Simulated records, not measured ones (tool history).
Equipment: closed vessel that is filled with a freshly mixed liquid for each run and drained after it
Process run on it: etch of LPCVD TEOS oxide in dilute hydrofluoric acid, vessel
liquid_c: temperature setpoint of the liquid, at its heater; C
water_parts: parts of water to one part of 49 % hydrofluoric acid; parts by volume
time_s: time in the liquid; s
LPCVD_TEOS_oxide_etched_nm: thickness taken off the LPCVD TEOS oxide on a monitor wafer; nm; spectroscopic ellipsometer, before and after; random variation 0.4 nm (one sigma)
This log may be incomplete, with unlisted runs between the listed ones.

| run | hour | liquid_c | water_parts | time_s | LPCVD_TEOS_oxide_etched_nm |
|---|---|---|---|---|---|
| 1 | 0 | 22 | 155 | 390 | 54.386 |
| 2 | 3 | 19.5 | 155 | 390 | 49.154 |
| 3 | 4.7 | 22.5 | 155 | 390 | 55.316 |
| 4 | 10.1 | 22.5 | 155 | 390 | 55.324 |
| 5 | 16.8 | 22.5 | 195 | 390 | 42.093 |
| 6 | 18.1 | 22.5 | 195 | 420 | 45.377 |
| 7 | 19.4 | 24.5 | 170 | 420 | 57.465 |
| 8 | 27.1 | 26 | 145 | 420 | 73.187 |
| 9 | 27.8 | 27 | 130 | 420 | 86.671 |
| 10 | 29.2 | 27.5 | 120 | 420 | 97.005 |
| 11 | 37.9 | 27.5 | 120 | 420 | 96.571 |
| 12 | 45.4 | 28 | 115 | 420 | 103.85 |
| 13 | 47.1 | 28.5 | 110 | 420 | 111.38 |
| 14 | 51.8 | 29 | 105 | 420 | 119.21 |

Estimate the outcome of run 15 from the log above:
| 15 | 58.1 | 30 | 95 | 420 | ? |

LPCVD_TEOS_oxide_etched_nm: 139.07 nm
